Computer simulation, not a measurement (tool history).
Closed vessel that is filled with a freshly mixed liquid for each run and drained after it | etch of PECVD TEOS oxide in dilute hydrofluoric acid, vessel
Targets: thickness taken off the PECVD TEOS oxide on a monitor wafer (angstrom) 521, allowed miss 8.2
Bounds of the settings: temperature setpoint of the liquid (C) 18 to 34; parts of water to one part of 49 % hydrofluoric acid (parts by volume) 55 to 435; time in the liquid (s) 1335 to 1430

run	hour	temperature setpoint of the liquid (C)	parts of water to one part of 49 % hydrofluoric acid (parts by volume)	time in the liquid (s)	thickness taken off the PECVD TEOS oxide on a monitor wafer (angstrom)
1	0	26	245	1335	634.51
2	8.3	26	295	1335	499.76
3	11.9	26.5	295	1335	508.58
4	18.7	25	295	1335	484.72
5	25.8	25	295	1335	487.88
6	26.7	25.5	295	1335	491.62
7	31.3	26	295	1335	504.17
8	33.3	26.5	295	1335	513.08

Which of these 5 next moves meets every target?
A	35.3	24.5	295	1390	?
B	35.3	28	320	1405	?
C	35.3	26.5	290	1335	?
D	35.3	24	290	1380	?
E	35.3	32.5	350	1340	?

move	thickness taken off the PECVD TEOS oxide on a monitor wafer (angstrom)
A	493.58
B	504.41
C	519.02
D	492.3
E	490.6
A: further off than the last run
B: further off than the last run
C: meets every target
D: further off than the last run
E: further off than the last run
Answer: C
